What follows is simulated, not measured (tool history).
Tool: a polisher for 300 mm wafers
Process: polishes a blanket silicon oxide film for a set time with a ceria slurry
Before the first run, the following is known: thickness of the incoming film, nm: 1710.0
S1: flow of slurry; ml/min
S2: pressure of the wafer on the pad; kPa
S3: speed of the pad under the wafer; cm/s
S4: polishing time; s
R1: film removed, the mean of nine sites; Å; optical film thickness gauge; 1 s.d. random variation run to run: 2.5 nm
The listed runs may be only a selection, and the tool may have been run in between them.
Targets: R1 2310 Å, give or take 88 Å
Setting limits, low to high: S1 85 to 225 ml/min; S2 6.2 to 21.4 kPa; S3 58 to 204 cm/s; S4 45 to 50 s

run 1 hour=0 | S1=145 S2=13.8 S3=130 S4=50 | R1=1764.2
run 2 hour=2.5 | S1=165 S2=13.8 S3=130 S4=50 | R1=1851.8
run 3 hour=8.7 | S1=175 S2=14.5 S3=130 S4=50 | R1=1934
run 4 hour=10.8 | S1=175 S2=15.2 S3=130 S4=50 | R1=2039.9
run 5 hour=14.1 | S1=180 S2=15.2 S3=130 S4=50 | R1=2037.4
run 6 hour=22.5 | S1=180 S2=15.9 S3=130 S4=50 | R1=2120.5
run 7 hour=25.9 | S1=185 S2=15.9 S3=130 S4=50 | R1=2099.4
run 8 hour=31.3 | S1=185 S2=16.5 S3=130 S4=50 | R1=2203.8

4 next moves are on the table. One of them brings every result within its allowed miss. Which?
run A hour=36.7 | S1=190 S2=17.9 S3=140 S4=50 | R1=?
run B hour=36.7 | S1=210 S2=15.9 S3=138 S4=50 | R1=?
run C hour=36.7 | S1=180 S2=19.3 S3=136 S4=49 | R1=?
run D hour=36.7 | S1=190 S2=15.2 S3=154 S4=46 | R1=?

move=A R1=2577.5
move=B R1=2290.1
move=C R1=2627
move=D R1=2189.8
A: pushes the last run's worst result past its target
B: hits every target within its allowed miss
C: pushes the last run's worst result past its target
D: misses by more than the last run did
Go with B: it meets all targets.
